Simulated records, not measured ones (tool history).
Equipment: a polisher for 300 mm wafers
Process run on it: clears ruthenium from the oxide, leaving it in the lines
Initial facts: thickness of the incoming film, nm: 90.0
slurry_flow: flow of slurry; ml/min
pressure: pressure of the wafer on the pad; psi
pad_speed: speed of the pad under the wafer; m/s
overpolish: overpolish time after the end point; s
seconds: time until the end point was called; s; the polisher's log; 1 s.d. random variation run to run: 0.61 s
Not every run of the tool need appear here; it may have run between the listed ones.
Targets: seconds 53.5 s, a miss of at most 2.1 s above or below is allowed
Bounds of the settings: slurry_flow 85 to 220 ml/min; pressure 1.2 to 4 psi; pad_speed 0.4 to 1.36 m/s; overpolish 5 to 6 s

run,hour,slurry_flow,pressure,pad_speed,overpolish,seconds
1,0,140,2.6,0.88,6,78.411
2,8.2,145,2.8,0.88,6,73.845
3,13.4,145,2.8,0.98,6,66.435
4,20.4,145,2.9,0.98,6,65.44
5,28.1,145,2.9,0.8,6,76.728
6,29.8,175,2.9,0.8,6,73.812
7,36.8,175,3.1,0.8,6,68.789
8,39.4,175,3.2,0.8,6,67.855
9,45.9,175,3.3,0.8,6,66.807
10,52.2,175,3.3,0.8,6,65.725
11,55.6,175,3.4,0.8,6,63.282
12,62.2,175,3.5,0.8,6,60.485
13,65.9,185,3.8,0.8,6,57.507

Which one of the following 4 next-run settings gets every result inside its allowed miss? There is exactly one.
A,69.6,155,3.8,1,6,?
B,69.6,165,3.5,1.1,6,?
C,69.6,160,3,0.94,5,?
D,69.6,215,4,0.78,6,?

move,seconds
A,48.874
B,48.778
C,64.35
D,54.105
A: takes the biggest miss from the last run beyond its target
B: takes the biggest miss from the last run beyond its target
C: further off than the last run
D: all results land within tolerance of their targets
D is the move that brings every result within its allowed miss.
